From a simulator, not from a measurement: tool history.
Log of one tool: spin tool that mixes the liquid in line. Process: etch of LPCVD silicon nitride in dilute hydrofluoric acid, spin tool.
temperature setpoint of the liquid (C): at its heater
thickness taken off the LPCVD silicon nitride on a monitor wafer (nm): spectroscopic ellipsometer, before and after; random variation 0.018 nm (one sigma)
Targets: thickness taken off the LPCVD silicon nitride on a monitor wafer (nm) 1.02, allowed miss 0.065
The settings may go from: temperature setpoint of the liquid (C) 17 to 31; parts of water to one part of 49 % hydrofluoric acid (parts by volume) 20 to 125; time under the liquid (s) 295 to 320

| run | hour | temperature setpoint of the liquid (C) | parts of water to one part of 49 % hydrofluoric acid (parts by volume) | time under the liquid (s) | thickness taken off the LPCVD silicon nitride on a monitor wafer (nm) |
|---|---|---|---|---|---|
| 1 | 0 | 23 | 70 | 295 | 1.617 |
| 2 | 6.2 | 23 | 70 | 295 | 1.5793 |
| 3 | 11.5 | 22 | 70 | 295 | 1.5006 |
| 4 | 18.7 | 22 | 70 | 295 | 1.5068 |
| 5 | 24.4 | 21 | 70 | 295 | 1.4026 |
| 6 | 28 | 20 | 70 | 295 | 1.3227 |
| 7 | 29.1 | 19.5 | 70 | 295 | 1.2086 |
| 8 | 31.4 | 19 | 70 | 295 | 1.1945 |
| 9 | 40.3 | 18.5 | 70 | 295 | 1.1946 |
| 10 | 45.7 | 18 | 70 | 295 | 1.1099 |
| 11 | 50.7 | 17.5 | 70 | 295 | 1.0972 |

Which of these 4 next moves meets every target?
| A | 55.7 | 17 | 85 | 295 | ? |
| B | 55.7 | 18.5 | 70 | 310 | ? |
| C | 55.7 | 20.5 | 90 | 320 | ? |
| D | 55.7 | 18.5 | 90 | 320 | ? |

| move | thickness taken off the LPCVD silicon nitride on a monitor wafer (nm) |
|---|---|
| A | 0.86626 |
| B | 1.2218 |
| C | 1.1366 |
| D | 0.98871 |
A: takes the result that was furthest off past its target
B: further off than the last run
C: further off than the last run
D: meets every target
Answer: D

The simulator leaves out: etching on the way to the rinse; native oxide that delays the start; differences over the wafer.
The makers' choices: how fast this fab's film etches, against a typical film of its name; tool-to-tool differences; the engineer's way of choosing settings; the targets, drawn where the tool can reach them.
